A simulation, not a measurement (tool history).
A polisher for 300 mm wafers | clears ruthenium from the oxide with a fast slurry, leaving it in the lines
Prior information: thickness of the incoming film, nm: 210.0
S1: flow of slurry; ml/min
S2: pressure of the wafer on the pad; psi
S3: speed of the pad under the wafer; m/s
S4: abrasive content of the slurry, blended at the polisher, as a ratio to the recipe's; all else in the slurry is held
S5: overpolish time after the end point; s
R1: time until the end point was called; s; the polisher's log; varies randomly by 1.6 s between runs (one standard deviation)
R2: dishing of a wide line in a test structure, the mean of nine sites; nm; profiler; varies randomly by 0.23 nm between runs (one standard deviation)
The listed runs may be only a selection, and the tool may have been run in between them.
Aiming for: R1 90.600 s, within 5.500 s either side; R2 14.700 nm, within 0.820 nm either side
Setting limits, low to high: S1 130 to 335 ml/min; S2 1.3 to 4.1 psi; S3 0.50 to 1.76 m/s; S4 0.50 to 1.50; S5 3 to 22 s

run 1 hour=0.0 | S1=215 S2=2.7 S3=1.12 S4=1.00 S5=11 | R1=40.127 R2=39.766
run 2 hour=4.3 | S1=250 S2=2.7 S3=1.12 S4=1.00 S5=11 | R1=39.769 R2=39.778
run 3 hour=8.7 | S1=250 S2=2.5 S3=1.04 S4=1.00 S5=10 | R1=44.554 R2=33.159
run 4 hour=14.2 | S1=250 S2=2.5 S3=1.26 S4=1.00 S5=10 | R1=38.215 R2=38.357
run 5 hour=16.5 | S1=215 S2=2.5 S3=1.26 S4=1.00 S5=10 | R1=38.839 R2=38.209
run 6 hour=17.7 | S1=175 S2=2.5 S3=1.26 S4=1.00 S5=10 | R1=39.401 R2=37.537
run 7 hour=21.4 | S1=175 S2=2.4 S3=1.16 S4=1.00 S5=10 | R1=44.386 R2=34.758
run 8 hour=23.4 | S1=170 S2=1.7 S3=0.84 S4=0.90 S5=5 | R1=89.222 R2=9.315
run 9 hour=30.4 | S1=170 S2=1.7 S3=0.84 S4=0.90 S5=6 | R1=93.115 R2=10.980
run 10 hour=31.8 | S1=165 S2=1.7 S3=0.84 S4=0.90 S5=7 | R1=89.600 R2=12.385

Next run, 4 choices. One meets every target within its allowed miss, the rest don't. Which?
run A hour=33.2 | S1=140 S2=1.9 S3=0.78 S4=0.90 S5=8 | R1=? R2=?
run B hour=33.2 | S1=160 S2=1.9 S3=0.70 S4=0.85 S5=9 | R1=? R2=?
run C hour=33.2 | S1=130 S2=2.2 S3=0.52 S4=1.05 S5=9 | R1=? R2=?
run D hour=33.2 | S1=135 S2=2.3 S3=0.58 S4=0.85 S5=11 | R1=? R2=?

move=A R1=92.503 R2=14.949
move=B R1=103.330 R2=15.049
move=C R1=104.900 R2=14.838
move=D R1=104.960 R2=17.878
A: every result lands within tolerance
B: the furthest-off result lands on target, but another misses its tolerance
C: the furthest-off result lands on target, but another misses its tolerance
D: the result that was furthest off in the last run now lies on the other side of its target
Move A is the one to make.
